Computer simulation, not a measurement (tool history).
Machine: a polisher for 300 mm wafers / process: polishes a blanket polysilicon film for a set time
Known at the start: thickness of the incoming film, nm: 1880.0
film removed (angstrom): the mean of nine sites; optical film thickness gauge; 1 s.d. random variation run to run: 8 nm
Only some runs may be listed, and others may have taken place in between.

run,day,flow of slurry (ml/min),pressure of the wafer on the pad (psi),speed of the pad under the wafer (cm/s),polishing time (s),film removed (angstrom)
1,0,225,2.7,104,40,3994.8
2,0.288,270,2.7,104,40,4063.4
3,0.625,270,2.7,122,40,4791.5
4,0.783,305,2.7,122,40,4898.3
5,0.838,305,2.7,102,40,4000.5
6,1.062,305,2.7,84,40,3324.9
7,1.179,305,3.1,86,40,3880.3
8,1.392,305,3.4,88,40,4440.9

What does the tool deliver on the next run?
9,1.646,305,3.6,88,40,?

{"run 9": {"film removed (angstrom)": 4491.1}}
